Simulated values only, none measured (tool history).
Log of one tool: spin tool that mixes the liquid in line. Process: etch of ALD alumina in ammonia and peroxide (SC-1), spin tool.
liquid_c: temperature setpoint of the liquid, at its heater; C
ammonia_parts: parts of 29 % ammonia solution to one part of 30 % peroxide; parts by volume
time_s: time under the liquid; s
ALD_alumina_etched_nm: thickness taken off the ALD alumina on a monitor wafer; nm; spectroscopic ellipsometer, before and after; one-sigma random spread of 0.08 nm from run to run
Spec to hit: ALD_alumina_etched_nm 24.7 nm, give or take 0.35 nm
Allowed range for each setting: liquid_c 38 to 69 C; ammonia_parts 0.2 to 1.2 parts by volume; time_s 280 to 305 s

run 1 hour=0 | liquid_c=53 ammonia_parts=1 time_s=280 | ALD_alumina_etched_nm=27.911
run 2 hour=6.4 | liquid_c=52.5 ammonia_parts=1 time_s=280 | ALD_alumina_etched_nm=26.843
run 3 hour=7.7 | liquid_c=51.5 ammonia_parts=1 time_s=280 | ALD_alumina_etched_nm=25.808
run 4 hour=13 | liquid_c=51.5 ammonia_parts=1 time_s=305 | ALD_alumina_etched_nm=28.042
run 5 hour=19 | liquid_c=51 ammonia_parts=1 time_s=305 | ALD_alumina_etched_nm=27.112
run 6 hour=24.8 | liquid_c=51 ammonia_parts=0.75 time_s=305 | ALD_alumina_etched_nm=26.435
run 7 hour=29.6 | liquid_c=49.5 ammonia_parts=0.75 time_s=305 | ALD_alumina_etched_nm=24.471
run 8 hour=30.3 | liquid_c=49.5 ammonia_parts=0.75 time_s=305 | ALD_alumina_etched_nm=24.304

4 next moves are on the table. One of them brings every result within its allowed miss. Which?
run A hour=31 | liquid_c=51 ammonia_parts=0.65 time_s=280 | ALD_alumina_etched_nm=?
run B hour=31 | liquid_c=50 ammonia_parts=0.95 time_s=295 | ALD_alumina_etched_nm=?
run C hour=31 | liquid_c=53 ammonia_parts=0.2 time_s=280 | ALD_alumina_etched_nm=?
run D hour=31 | liquid_c=52.5 ammonia_parts=0.55 time_s=280 | ALD_alumina_etched_nm=?

move=A ALD_alumina_etched_nm=23.954
move=B ALD_alumina_etched_nm=24.77
move=C ALD_alumina_etched_nm=23.866
move=D ALD_alumina_etched_nm=25.578
A: lands further from the targets than the last run did
B: every result within its allowed miss
C: lands further from the targets than the last run did
D: takes the result that was furthest off past its target
B is the move that brings every result within its allowed miss.
